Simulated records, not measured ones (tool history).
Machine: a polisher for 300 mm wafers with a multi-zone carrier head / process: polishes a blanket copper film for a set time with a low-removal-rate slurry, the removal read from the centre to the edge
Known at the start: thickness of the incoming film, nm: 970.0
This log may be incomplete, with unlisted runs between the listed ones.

run    day  flow of slurry (ml/min)  pressure of the head's centre zone  pressure of the head's middle zone  pressure of the head's edge zone  abrasive content of the slurry  polishing time (s)  film removed at the wafer's centre (nm)  film removed at mid-radius (nm)  film removed at the wafer's edge (nm)
  1  0.000                      180                                1.00                                1.00                              1.00                            1.00                  68                                   139.27                           136.41                                 140.21
  2  0.142                      180                                1.00                                1.01                              0.97                            0.90                  67                                   136.16                           134.32                                 134.62
  3  0.354                      180                                1.00                                1.01                              0.97                            1.05                  67                                   139.59                           138.43                                 136.42
  4  0.575                      175                                1.00                                1.01                              0.94                            1.00                  65                                   131.18                           131.10                                 128.63
  5  0.875                      175                                1.00                                1.01                              0.94                            1.00                  82                                   167.77                           166.04                                 170.36
  6  1.017                      175                                1.07                                1.01                              0.94                            1.00                  82                                   178.07                           168.74                                 161.86
  7  1.358                      175                                1.07                                1.01                              0.94                            1.00                  82                                   179.86                           168.21                                 163.87
  8  1.392                      175                                1.06                                1.02                              0.93                            0.95                  77                                   165.49                           155.01                                 151.38

Run 9, settings as shown, results not yet in. Your forecast:
  9  1.742                      175                                1.05                                1.04                              0.93                            0.95                  72                                        ?                                ?                                      ?

film removed at the wafer's centre (nm): 148.60
film removed at mid-radius (nm): 149.36
film removed at the wafer's edge (nm): 144.39
